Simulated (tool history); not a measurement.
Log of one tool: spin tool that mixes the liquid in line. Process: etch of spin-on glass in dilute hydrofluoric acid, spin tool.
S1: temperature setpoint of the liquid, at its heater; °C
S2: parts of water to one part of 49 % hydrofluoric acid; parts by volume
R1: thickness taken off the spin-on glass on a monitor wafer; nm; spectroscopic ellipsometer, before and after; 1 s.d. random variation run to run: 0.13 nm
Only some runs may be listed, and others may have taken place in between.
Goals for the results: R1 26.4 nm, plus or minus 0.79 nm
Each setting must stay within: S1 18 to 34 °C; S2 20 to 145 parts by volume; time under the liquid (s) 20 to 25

{"run": 1, "hour": 0.0, "S1": 26, "S2": 80, "time under the liquid (s)": 25, "R1": 13.927}
{"run": 2, "hour": 4.6, "S1": 27.5, "S2": 80, "time under the liquid (s)": 25, "R1": 14.602}
{"run": 3, "hour": 7.5, "S1": 27.5, "S2": 65, "time under the liquid (s)": 25, "R1": 18.507}
{"run": 4, "hour": 11.6, "S1": 29, "S2": 65, "time under the liquid (s)": 25, "R1": 19.647}
{"run": 5, "hour": 12.9, "S1": 30.5, "S2": 65, "time under the liquid (s)": 25, "R1": 20.776}
{"run": 6, "hour": 15.4, "S1": 31.5, "S2": 65, "time under the liquid (s)": 25, "R1": 21.54}
{"run": 7, "hour": 20.1, "S1": 32, "S2": 65, "time under the liquid (s)": 25, "R1": 22.083}
{"run": 8, "hour": 20.7, "S1": 32.5, "S2": 65, "time under the liquid (s)": 25, "R1": 22.342}
{"run": 9, "hour": 25.0, "S1": 33, "S2": 65, "time under the liquid (s)": 25, "R1": 23.085}
{"run": 10, "hour": 26.0, "S1": 33, "S2": 65, "time under the liquid (s)": 25, "R1": 22.712}
{"run": 11, "hour": 27.9, "S1": 33.5, "S2": 65, "time under the liquid (s)": 25, "R1": 23.318}
{"run": 12, "hour": 36.7, "S1": 33.5, "S2": 65, "time under the liquid (s)": 25, "R1": 23.391}

Which single option among these 4 for the next run brings every result within its allowed miss of target? Just one does.
{"run": "A", "hour": 45.5, "S1": 33, "S2": 55, "time under the liquid (s)": 20, "R1": "?"}
{"run": "B", "hour": 45.5, "S1": 33, "S2": 70, "time under the liquid (s)": 25, "R1": "?"}
{"run": "C", "hour": 45.5, "S1": 32.5, "S2": 65, "time under the liquid (s)": 20, "R1": "?"}
{"run": "D", "hour": 45.5, "S1": 32, "S2": 55, "time under the liquid (s)": 25, "R1": "?"}

move=A R1=21.986
move=B R1=21.076
move=C R1=17.961
move=D R1=26.451
A: lands further from the targets than the last run did
B: lands further from the targets than the last run did
C: lands further from the targets than the last run did
D: meets every target
The right move is D.
